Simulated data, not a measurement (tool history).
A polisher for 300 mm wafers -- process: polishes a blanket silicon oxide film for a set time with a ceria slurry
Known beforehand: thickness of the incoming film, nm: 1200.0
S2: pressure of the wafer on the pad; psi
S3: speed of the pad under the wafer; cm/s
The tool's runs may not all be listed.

{"run": 1, "hour": 0.0, "flow of slurry (ml/min)": 280, "S2": 3.7, "S3": 128, "polishing time (s)": 88, "film removed (nm)": 478.27}
{"run": 2, "hour": 8.3, "flow of slurry (ml/min)": 285, "S2": 4.3, "S3": 128, "polishing time (s)": 88, "film removed (nm)": 548.93}
{"run": 3, "hour": 17.0, "flow of slurry (ml/min)": 285, "S2": 4.8, "S3": 128, "polishing time (s)": 88, "film removed (nm)": 593.89}
{"run": 4, "hour": 25.3, "flow of slurry (ml/min)": 285, "S2": 5.5, "S3": 128, "polishing time (s)": 88, "film removed (nm)": 671.05}
{"run": 5, "hour": 29.2, "flow of slurry (ml/min)": 295, "S2": 5.6, "S3": 134, "polishing time (s)": 88, "film removed (nm)": 710.86}
{"hour": 35.5, "done": "slurry nozzle cleaned"}
{"run": 6, "hour": 35.5, "flow of slurry (ml/min)": 295, "S2": 5.6, "S3": 164, "polishing time (s)": 88, "film removed (nm)": 887.93}
{"run": 7, "hour": 43.8, "flow of slurry (ml/min)": 295, "S2": 5.5, "S3": 164, "polishing time (s)": 88, "film removed (nm)": 868.02}

Expected results for the next run?
{"run": 8, "hour": 44.4, "flow of slurry (ml/min)": 295, "S2": 5.4, "S3": 164, "polishing time (s)": 88, "film removed (nm)": "?"}

film removed (nm): 857.54

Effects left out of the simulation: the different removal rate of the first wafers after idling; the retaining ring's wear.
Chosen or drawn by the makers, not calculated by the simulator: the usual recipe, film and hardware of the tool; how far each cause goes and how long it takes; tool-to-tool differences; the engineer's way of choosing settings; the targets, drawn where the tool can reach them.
